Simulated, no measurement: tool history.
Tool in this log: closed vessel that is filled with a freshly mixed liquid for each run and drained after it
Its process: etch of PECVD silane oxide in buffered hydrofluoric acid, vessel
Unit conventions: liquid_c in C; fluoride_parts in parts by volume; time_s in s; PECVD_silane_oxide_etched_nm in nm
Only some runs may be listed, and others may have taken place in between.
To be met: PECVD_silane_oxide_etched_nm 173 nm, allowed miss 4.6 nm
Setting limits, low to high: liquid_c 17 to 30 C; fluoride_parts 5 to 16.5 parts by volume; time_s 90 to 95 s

run	day	liquid_c	fluoride_parts	time_s	PECVD_silane_oxide_etched_nm
1	0	22	10	90	152.87
2	0.071	22.5	10	90	158.35
3	0.238	19.5	10	90	132.79
4	0.304	21.5	10	90	148.14
5	0.433	19.5	10	90	133.66
6	0.671	20.5	10	90	139.78
7	0.804	21.5	10	90	148.44
8	0.942	22	10	90	152.1
9	1	22.5	10	90	157.33
10	1.383	23	10	90	162.48
11	1.754	23	10	90	160.7
12	2.008	23.5	10	90	166.8

Exercise: of the 5 proposed moves below, exactly one satisfies all targets within the stated allowed misses. Which move is it?
A	2.262	24.5	9.5	90	?
B	2.262	24	10.5	95	?
C	2.262	26	12	90	?
D	2.262	24.5	10	95	?
E	2.262	25.5	10	90	?

move	PECVD_silane_oxide_etched_nm
A	180.85
B	171.53
C	158.99
D	184.83
E	184.85
A: pushes the last run's worst result past its target
B: meets every target
C: its largest miss is bigger than the last run's
D: pushes the last run's worst result past its target
E: pushes the last run's worst result past its target
The right move is B.
